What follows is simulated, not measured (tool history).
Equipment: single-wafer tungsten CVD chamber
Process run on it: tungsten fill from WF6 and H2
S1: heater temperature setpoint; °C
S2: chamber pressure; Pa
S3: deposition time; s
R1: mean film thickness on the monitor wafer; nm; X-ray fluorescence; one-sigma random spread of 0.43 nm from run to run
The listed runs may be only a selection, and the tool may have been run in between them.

{"run": 1, "hour": 0.0, "S1": 380, "S2": 6173, "S3": 33.1, "R1": 76.241}
{"run": 2, "hour": 8.0, "S1": 384, "S2": 6199, "S3": 33.1, "R1": 81.678}
{"run": 3, "hour": 11.0, "S1": 384, "S2": 6199, "S3": 34.2, "R1": 84.641}
{"run": 4, "hour": 17.5, "S1": 387, "S2": 6226, "S3": 34.2, "R1": 89.037}
{"run": 5, "hour": 24.1, "S1": 387, "S2": 7333, "S3": 34.2, "R1": 96.33}
{"run": 6, "hour": 28.3, "S1": 383, "S2": 7333, "S3": 34.2, "R1": 89.998}
{"run": 7, "hour": 33.4, "S1": 385, "S2": 7359, "S3": 34.2, "R1": 92.81}

Forecast run 8:
{"run": 8, "hour": 34.3, "S1": 387, "S2": 7373, "S3": 34.2, "R1": "?"}

R1: 96.666 nm
